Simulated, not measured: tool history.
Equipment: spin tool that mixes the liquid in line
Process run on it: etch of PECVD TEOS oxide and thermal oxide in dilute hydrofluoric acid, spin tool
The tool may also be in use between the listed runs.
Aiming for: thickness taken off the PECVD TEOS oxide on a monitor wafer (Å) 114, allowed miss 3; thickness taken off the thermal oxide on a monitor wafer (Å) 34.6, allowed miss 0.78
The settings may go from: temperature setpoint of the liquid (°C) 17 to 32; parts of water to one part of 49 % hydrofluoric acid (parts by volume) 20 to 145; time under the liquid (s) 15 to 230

| run | hour | temperature setpoint of the liquid (°C) | parts of water to one part of 49 % hydrofluoric acid (parts by volume) | time under the liquid (s) | thickness taken off the PECVD TEOS oxide on a monitor wafer (Å) | thickness taken off the thermal oxide on a monitor wafer (Å) |
|---|---|---|---|---|---|---|
| 1 | 0 | 24 | 80 | 120 | 231.1 | 70.275 |
| 2 | 4 | 22.5 | 85 | 120 | 201.7 | 61.437 |
| 3 | 12 | 21.5 | 90 | 120 | 182.59 | 55.654 |
| 4 | 15.7 | 21.5 | 105 | 120 | 152.41 | 46.529 |
| 5 | 21.9 | 21.5 | 105 | 140 | 178.56 | 54.162 |
| 6 | 29.9 | 20.5 | 110 | 140 | 163.22 | 49.012 |
| 7 | 36 | 20 | 115 | 140 | 151.7 | 46.04 |
| 8 | 39.2 | 19.5 | 120 | 140 | 141.91 | 43.353 |
| 9 | 46.1 | 19 | 125 | 140 | 132.18 | 40.225 |
| 10 | 54.5 | 19 | 125 | 140 | 132.1 | 40.486 |
| 11 | 57.3 | 18.5 | 125 | 140 | 130.65 | 39.617 |
| 12 | 66.2 | 18 | 125 | 140 | 127.75 | 38.98 |
| 13 | 73.2 | 17.5 | 130 | 140 | 119.79 | 36.732 |

5 next moves are on the table. One of them brings every result within its allowed miss. Which?
| A | 80.2 | 17.5 | 125 | 120 | ? | ? |
| B | 80.2 | 17 | 110 | 105 | ? | ? |
| C | 80.2 | 18 | 130 | 125 | ? | ? |
| D | 80.2 | 18.5 | 65 | 60 | ? | ? |
| E | 80.2 | 17 | 80 | 85 | ? | ? |

| move | thickness taken off the PECVD TEOS oxide on a monitor wafer (Å) | thickness taken off the thermal oxide on a monitor wafer (Å) |
|---|---|---|
| A | 107.48 | 32.092 |
| B | 106.27 | 31.733 |
| C | 109.33 | 32.646 |
| D | 114.94 | 34.321 |
| E | 122.07 | 36.45 |
A: takes the result that was furthest off past its target
B: takes the result that was furthest off past its target
C: takes the result that was furthest off past its target
D: in spec on every target
E: about the same distance from the targets as the last run
Answer: D
